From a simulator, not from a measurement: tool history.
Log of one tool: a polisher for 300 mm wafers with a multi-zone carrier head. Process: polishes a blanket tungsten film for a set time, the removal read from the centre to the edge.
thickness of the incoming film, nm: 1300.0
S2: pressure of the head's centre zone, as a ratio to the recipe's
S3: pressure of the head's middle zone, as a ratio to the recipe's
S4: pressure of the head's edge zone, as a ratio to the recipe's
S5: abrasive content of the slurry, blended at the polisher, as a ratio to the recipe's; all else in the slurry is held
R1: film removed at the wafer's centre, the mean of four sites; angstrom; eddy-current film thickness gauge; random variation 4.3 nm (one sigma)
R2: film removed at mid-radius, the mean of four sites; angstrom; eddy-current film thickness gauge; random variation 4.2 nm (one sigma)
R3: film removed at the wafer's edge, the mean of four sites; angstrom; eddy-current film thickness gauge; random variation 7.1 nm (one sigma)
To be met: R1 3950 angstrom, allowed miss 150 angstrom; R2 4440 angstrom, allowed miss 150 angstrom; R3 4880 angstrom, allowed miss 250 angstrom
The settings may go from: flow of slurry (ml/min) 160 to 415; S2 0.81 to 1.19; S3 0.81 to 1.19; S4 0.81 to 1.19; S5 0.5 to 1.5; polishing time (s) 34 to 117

Run 1, hour 0: flow of slurry (ml/min) 265, S2 1, S3 1, S4 1, S5 1, polishing time (s) 75. Result: R1 3485.5 angstrom, R2 3592.8 angstrom, R3 3715.3 angstrom.
Run 2, hour 1.8: flow of slurry (ml/min) 265, S2 0.99, S3 1, S4 1.02, S5 1.05, polishing time (s) 76. Result: R1 3545.8 angstrom, R2 3592.1 angstrom, R3 3718.5 angstrom.
Run 3, hour 7.8: flow of slurry (ml/min) 265, S2 0.99, S3 0.92, S4 1.02, S5 1.05, polishing time (s) 76. Result: R1 3475.6 angstrom, R2 3413.2 angstrom, R3 3748.1 angstrom.
Run 4, hour 16.7: flow of slurry (ml/min) 260, S2 0.97, S3 0.93, S4 1.03, S5 1.1, polishing time (s) 78. Result: R1 3569.7 angstrom, R2 3517 angstrom, R3 3925.1 angstrom.
Run 5, hour 17.3: flow of slurry (ml/min) 260, S2 0.95, S3 0.95, S4 1.04, S5 1.15, polishing time (s) 79. Result: R1 3602.4 angstrom, R2 3651.6 angstrom, R3 4134.8 angstrom.
Run 6, hour 21.1: flow of slurry (ml/min) 265, S2 0.94, S3 0.97, S4 1.05, S5 1.2, polishing time (s) 79. Result: R1 3574.5 angstrom, R2 3818.2 angstrom, R3 4008.1 angstrom.
Run 7, hour 22.1: flow of slurry (ml/min) 255, S2 0.93, S3 0.97, S4 1.05, S5 1.25, polishing time (s) 81. Result: R1 3566.3 angstrom, R2 3915.4 angstrom, R3 4145.2 angstrom.
Run 8, hour 26.4: flow of slurry (ml/min) 260, S2 0.93, S3 0.97, S4 1.06, S5 1.3, polishing time (s) 82. Result: R1 3757 angstrom, R2 3984.2 angstrom, R3 4274.7 angstrom.
At hour 30.4: slurry nozzle cleaned.
Run 9, hour 30.4: flow of slurry (ml/min) 260, S2 0.92, S3 0.97, S4 1.07, S5 1.35, polishing time (s) 83. Result: R1 4119.7 angstrom, R2 4461.4 angstrom, R3 4644.1 angstrom.

4 next moves are on the table. One of them brings every result within its allowed miss. Which?
Run A, hour 34.4: flow of slurry (ml/min) 330, S2 1.02, S3 1.09, S4 1.04, S5 1.5, polishing time (s) 74. Result: R1 ?, R2 ?, R3 ?.
Run B, hour 34.4: flow of slurry (ml/min) 265, S2 0.91, S3 1.02, S4 1.04, S5 1.45, polishing time (s) 78. Result: R1 ?, R2 ?, R3 ?.
Run C, hour 34.4: flow of slurry (ml/min) 290, S2 0.89, S3 0.98, S4 1.17, S5 1.15, polishing time (s) 86. Result: R1 ?, R2 ?, R3 ?.
Run D, hour 34.4: flow of slurry (ml/min) 180, S2 0.99, S3 1, S4 1.12, S5 1.5, polishing time (s) 84. Result: R1 ?, R2 ?, R3 ?.

move      R1      R2      R3
   A  4199.1  4534.9    4274
   B  3816.3  4388.5  4399.4
   C  3975.3  4517.2  4960.8
   D  4215.6  4409.2  4739.3
A: further off than the last run
B: brings the result that was furthest off to its target, and leaves another outside
C: meets every target
D: further off than the last run
The right move is C.

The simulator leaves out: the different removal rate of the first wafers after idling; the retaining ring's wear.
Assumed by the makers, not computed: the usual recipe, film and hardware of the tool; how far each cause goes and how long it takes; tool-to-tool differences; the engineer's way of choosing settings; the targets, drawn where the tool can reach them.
